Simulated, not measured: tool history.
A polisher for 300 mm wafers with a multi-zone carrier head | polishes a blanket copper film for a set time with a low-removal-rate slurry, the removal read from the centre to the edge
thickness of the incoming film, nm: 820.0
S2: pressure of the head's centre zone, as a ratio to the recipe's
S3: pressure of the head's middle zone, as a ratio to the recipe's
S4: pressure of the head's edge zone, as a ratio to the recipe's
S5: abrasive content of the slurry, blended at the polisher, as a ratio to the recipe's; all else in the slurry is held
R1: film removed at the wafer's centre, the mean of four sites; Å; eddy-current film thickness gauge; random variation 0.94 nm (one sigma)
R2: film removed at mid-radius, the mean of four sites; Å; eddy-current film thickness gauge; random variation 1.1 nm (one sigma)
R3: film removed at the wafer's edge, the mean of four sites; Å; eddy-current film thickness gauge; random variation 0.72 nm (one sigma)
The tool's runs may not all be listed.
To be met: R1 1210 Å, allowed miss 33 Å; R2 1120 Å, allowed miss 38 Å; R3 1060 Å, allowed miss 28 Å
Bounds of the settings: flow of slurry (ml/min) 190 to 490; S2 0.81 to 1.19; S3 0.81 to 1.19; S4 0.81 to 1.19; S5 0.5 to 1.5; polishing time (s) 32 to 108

Run 1, hour 0: flow of slurry (ml/min) 315, S2 1, S3 1, S4 1, S5 1, polishing time (s) 70. Result: R1 1765.6 Å, R2 1799.9 Å, R3 1797.1 Å.
Run 2, hour 2.2: flow of slurry (ml/min) 315, S2 1, S3 1.05, S4 1, S5 1, polishing time (s) 70. Result: R1 1758.7 Å, R2 1854 Å, R3 1798 Å.
Run 3, hour 9.6: flow of slurry (ml/min) 315, S2 1, S3 0.99, S4 1, S5 1, polishing time (s) 70. Result: R1 1776.2 Å, R2 1719.8 Å, R3 1815.6 Å.
Run 4, hour 13.1: flow of slurry (ml/min) 320, S2 1.02, S3 1, S4 0.95, S5 0.85, polishing time (s) 62. Result: R1 1541 Å, R2 1502.8 Å, R3 1509.3 Å.
Run 5, hour 18.2: flow of slurry (ml/min) 320, S2 1.02, S3 1, S4 0.95, S5 0.7, polishing time (s) 62. Result: R1 1432.9 Å, R2 1420.7 Å, R3 1409 Å.
Run 6, hour 23.6: flow of slurry (ml/min) 320, S2 1.02, S3 1, S4 0.95, S5 0.55, polishing time (s) 62. Result: R1 1318 Å, R2 1300.6 Å, R3 1308 Å.
Run 7, hour 24.9: flow of slurry (ml/min) 315, S2 1.04, S3 1, S4 0.91, S5 0.55, polishing time (s) 59. Result: R1 1313.9 Å, R2 1240.1 Å, R3 1221.4 Å.
Run 8, hour 25.6: flow of slurry (ml/min) 300, S2 1.04, S3 1, S4 0.88, S5 0.55, polishing time (s) 58. Result: R1 1278.9 Å, R2 1220.3 Å, R3 1186.3 Å.
Run 9, hour 28.5: flow of slurry (ml/min) 300, S2 1.08, S3 1, S4 0.81, S5 0.5, polishing time (s) 52. Result: R1 1161.6 Å, R2 1041.2 Å, R3 999.52 Å.
Run 10, hour 30.5: flow of slurry (ml/min) 310, S2 1.08, S3 1.01, S4 0.83, S5 0.5, polishing time (s) 52. Result: R1 1135.9 Å, R2 1063.4 Å, R3 1010.9 Å.

Which of these 5 next moves meets every target?
Run A, hour 32.5: flow of slurry (ml/min) 295, S2 1.06, S3 1.03, S4 0.86, S5 0.5, polishing time (s) 54. Result: R1 ?, R2 ?, R3 ?.
Run B, hour 32.5: flow of slurry (ml/min) 250, S2 1.15, S3 1.08, S4 0.95, S5 0.55, polishing time (s) 51. Result: R1 ?, R2 ?, R3 ?.
Run C, hour 32.5: flow of slurry (ml/min) 330, S2 1, S3 0.87, S4 0.9, S5 0.5, polishing time (s) 53. Result: R1 ?, R2 ?, R3 ?.
Run D, hour 32.5: flow of slurry (ml/min) 420, S2 1.08, S3 0.98, S4 0.84, S5 0.65, polishing time (s) 46. Result: R1 ?, R2 ?, R3 ?.
Run E, hour 32.5: flow of slurry (ml/min) 310, S2 1.03, S3 1.01, S4 0.83, S5 0.5, polishing time (s) 54. Result: R1 ?, R2 ?, R3 ?.

move      R1      R2      R3
   A  1151.4  1121.9  1046.5
   B  1198.1  1120.7    1043
   C  1076.1  965.79  1053.2
   D  1123.6  1027.4  986.24
   E  1123.9  1108.6  1038.1
A: nearer than the last run, and not there yet
B: meets every target
C: further off than the last run
D: further off than the last run
E: further off than the last run
Move B is the one to make.

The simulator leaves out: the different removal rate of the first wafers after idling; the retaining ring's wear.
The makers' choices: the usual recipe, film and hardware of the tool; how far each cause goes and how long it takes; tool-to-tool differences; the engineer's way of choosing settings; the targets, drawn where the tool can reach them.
